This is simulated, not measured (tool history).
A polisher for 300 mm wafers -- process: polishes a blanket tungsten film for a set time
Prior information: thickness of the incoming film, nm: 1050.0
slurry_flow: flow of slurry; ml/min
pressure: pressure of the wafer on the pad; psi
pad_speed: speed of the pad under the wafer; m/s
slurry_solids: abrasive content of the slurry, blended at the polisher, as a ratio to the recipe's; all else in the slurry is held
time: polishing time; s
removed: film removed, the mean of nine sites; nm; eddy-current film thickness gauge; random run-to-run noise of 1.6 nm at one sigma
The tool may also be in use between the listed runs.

run,hour,slurry_flow,pressure,pad_speed,slurry_solids,time,removed
1,0.0,310,2.3,1.00,1.0,113,294.82
2,2.2,310,2.2,1.00,1.0,113,281.14
3,8.8,310,2.1,1.00,1.0,113,267.37
4,15.1,310,2.1,1.00,1.1,113,277.50
5,17.0,310,2.1,1.00,0.9,113,261.69
6,20.3,310,2.0,1.00,0.9,113,251.24
7,27.2,310,1.9,1.00,0.9,113,238.26

What will run 8 give?
8,33.4,305,1.7,1.00,0.9,113,?

removed: 213.52 nm
